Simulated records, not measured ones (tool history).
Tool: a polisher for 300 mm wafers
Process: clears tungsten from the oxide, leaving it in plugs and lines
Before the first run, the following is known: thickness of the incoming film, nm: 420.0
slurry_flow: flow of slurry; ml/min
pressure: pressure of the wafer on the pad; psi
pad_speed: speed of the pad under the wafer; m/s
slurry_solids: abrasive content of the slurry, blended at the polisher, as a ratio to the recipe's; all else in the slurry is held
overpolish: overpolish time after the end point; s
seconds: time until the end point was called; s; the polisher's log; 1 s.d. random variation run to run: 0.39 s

run 1 hour=0.0 | slurry_flow=195 pressure=4.4 pad_speed=1.28 slurry_solids=1.0 overpolish=8 | seconds=59.910
run 2 hour=5.7 | slurry_flow=195 pressure=3.4 pad_speed=1.28 slurry_solids=1.0 overpolish=8 | seconds=74.339
run 3 hour=9.8 | slurry_flow=195 pressure=3.4 pad_speed=1.28 slurry_solids=1.0 overpolish=8 | seconds=73.511
run 4 hour=12.0 | slurry_flow=195 pressure=3.4 pad_speed=1.28 slurry_solids=1.0 overpolish=8 | seconds=74.226
run 5 hour=13.3 | slurry_flow=215 pressure=3.4 pad_speed=1.28 slurry_solids=1.0 overpolish=8 | seconds=74.497
run 6 hour=20.7 | slurry_flow=215 pressure=3.4 pad_speed=1.28 slurry_solids=1.2 overpolish=8 | seconds=70.170
run 7 hour=28.4 | slurry_flow=215 pressure=3.7 pad_speed=1.28 slurry_solids=1.2 overpolish=8 | seconds=64.574
run 8 hour=34.8 | slurry_flow=215 pressure=3.9 pad_speed=1.28 slurry_solids=1.2 overpolish=8 | seconds=61.233
run 9 hour=40.4 | slurry_flow=215 pressure=4.1 pad_speed=1.28 slurry_solids=1.2 overpolish=8 | seconds=58.914
run 10 hour=47.9 | slurry_flow=215 pressure=4.1 pad_speed=1.28 slurry_solids=1.2 overpolish=8 | seconds=57.686
run 11 hour=54.3 | slurry_flow=215 pressure=4.3 pad_speed=1.28 slurry_solids=1.2 overpolish=8 | seconds=56.100
run 12 hour=60.2 | slurry_flow=215 pressure=4.4 pad_speed=1.28 slurry_solids=1.2 overpolish=8 | seconds=55.094
run 13 hour=67.4 | slurry_flow=215 pressure=4.4 pad_speed=1.28 slurry_solids=1.2 overpolish=8 | seconds=54.929
run 14 hour=72.1 | slurry_flow=215 pressure=4.4 pad_speed=1.28 slurry_solids=1.2 overpolish=8 | seconds=55.514
run 15 hour=77.3 | slurry_flow=215 pressure=4.6 pad_speed=1.28 slurry_solids=1.2 overpolish=8 | seconds=51.772

Forecast run 16:
run 16 hour=79.1 | slurry_flow=215 pressure=4.7 pad_speed=1.28 slurry_solids=1.2 overpolish=8 | seconds=?

{"run 16": {"seconds": 52.26}}
